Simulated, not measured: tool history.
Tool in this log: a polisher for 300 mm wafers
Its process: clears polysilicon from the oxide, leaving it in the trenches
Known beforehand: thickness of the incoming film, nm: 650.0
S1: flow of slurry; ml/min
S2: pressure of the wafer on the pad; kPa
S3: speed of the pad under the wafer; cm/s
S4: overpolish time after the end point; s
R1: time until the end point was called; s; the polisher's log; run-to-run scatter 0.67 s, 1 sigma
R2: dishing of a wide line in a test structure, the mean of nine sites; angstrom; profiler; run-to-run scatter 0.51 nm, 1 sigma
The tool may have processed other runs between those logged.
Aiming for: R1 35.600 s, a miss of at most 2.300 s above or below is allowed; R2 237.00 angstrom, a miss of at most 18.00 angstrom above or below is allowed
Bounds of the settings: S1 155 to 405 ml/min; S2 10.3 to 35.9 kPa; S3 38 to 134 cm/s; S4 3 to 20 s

Run 1, hour 0.0: S1 260 ml/min, S2 22.8 kPa, S3 86 cm/s, S4 10 s. Result: R1 55.822 s, R2 274.93 angstrom.
Run 2, hour 2.1: S1 260 ml/min, S2 25.5 kPa, S3 88 cm/s, S4 8 s. Result: R1 46.719 s, R2 270.06 angstrom.
Run 3, hour 5.7: S1 260 ml/min, S2 25.5 kPa, S3 88 cm/s, S4 6 s. Result: R1 48.309 s, R2 262.25 angstrom.
Run 4, hour 7.1: S1 260 ml/min, S2 22.8 kPa, S3 88 cm/s, S4 6 s. Result: R1 53.727 s, R2 258.23 angstrom.
Run 5, hour 7.7: S1 260 ml/min, S2 22.8 kPa, S3 70 cm/s, S4 6 s. Result: R1 67.315 s, R2 246.61 angstrom.
Run 6, hour 13.6: S1 270 ml/min, S2 26.9 kPa, S3 70 cm/s, S4 5 s. Result: R1 55.459 s, R2 242.60 angstrom.
Run 7, hour 20.1: S1 275 ml/min, S2 33.8 kPa, S3 76 cm/s, S4 3 s. Result: R1 42.151 s, R2 226.40 angstrom.
Run 8, hour 26.4: S1 275 ml/min, S2 34.5 kPa, S3 78 cm/s, S4 4 s. Result: R1 39.543 s, R2 253.71 angstrom.
Run 9, hour 35.2: S1 295 ml/min, S2 35.2 kPa, S3 78 cm/s, S4 4 s. Result: R1 39.120 s, R2 254.54 angstrom.
Run 10, hour 38.5: S1 280 ml/min, S2 35.2 kPa, S3 80 cm/s, S4 4 s. Result: R1 37.887 s, R2 255.88 angstrom.

Exercise: of the 4 proposed moves below, exactly one satisfies all targets within the stated allowed misses. Which move is it?
Run A, hour 41.8: S1 265 ml/min, S2 35.9 kPa, S3 94 cm/s, S4 3 s. Result: R1 ?, R2 ?.
Run B, hour 41.8: S1 260 ml/min, S2 35.9 kPa, S3 98 cm/s, S4 8 s. Result: R1 ?, R2 ?.
Run C, hour 41.8: S1 230 ml/min, S2 35.9 kPa, S3 82 cm/s, S4 12 s. Result: R1 ?, R2 ?.
Run D, hour 41.8: S1 315 ml/min, S2 35.2 kPa, S3 86 cm/s, S4 3 s. Result: R1 ?, R2 ?.

move      R1      R2
   A  31.872  244.45
   B  30.671  283.04
   C  37.014  283.94
   D  34.808  237.27
A: meets the target for the result that was furthest off, but another lies outside its allowed miss
B: the biggest miss grows against the last run
C: the biggest miss grows against the last run
D: each result inside its tolerance
Go with D: it meets all targets.
